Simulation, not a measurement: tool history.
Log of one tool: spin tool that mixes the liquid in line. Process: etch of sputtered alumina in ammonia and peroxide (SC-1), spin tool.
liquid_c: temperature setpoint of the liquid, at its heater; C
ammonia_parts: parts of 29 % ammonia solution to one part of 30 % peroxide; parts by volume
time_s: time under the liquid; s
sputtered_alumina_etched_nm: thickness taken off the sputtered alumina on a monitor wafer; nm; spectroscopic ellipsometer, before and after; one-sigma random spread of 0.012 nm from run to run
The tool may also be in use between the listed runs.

run 1 hour=0 | liquid_c=49 ammonia_parts=0.6 time_s=55 | sputtered_alumina_etched_nm=2.3578
run 2 hour=5.9 | liquid_c=48 ammonia_parts=0.6 time_s=55 | sputtered_alumina_etched_nm=2.2309
run 3 hour=8.1 | liquid_c=48 ammonia_parts=0.7 time_s=55 | sputtered_alumina_etched_nm=2.2857
run 4 hour=16.8 | liquid_c=47 ammonia_parts=0.7 time_s=55 | sputtered_alumina_etched_nm=2.1381
run 5 hour=18.4 | liquid_c=46.5 ammonia_parts=0.7 time_s=55 | sputtered_alumina_etched_nm=2.0907
run 6 hour=27.1 | liquid_c=46.5 ammonia_parts=0.5 time_s=55 | sputtered_alumina_etched_nm=2.0085
run 7 hour=30.5 | liquid_c=40.5 ammonia_parts=0.5 time_s=55 | sputtered_alumina_etched_nm=1.4188

Run 8 comes next. What will it give?
run 8 hour=31.5 | liquid_c=42 ammonia_parts=0.5 time_s=55 | sputtered_alumina_etched_nm=?

sputtered_alumina_etched_nm: 1.5736 nm
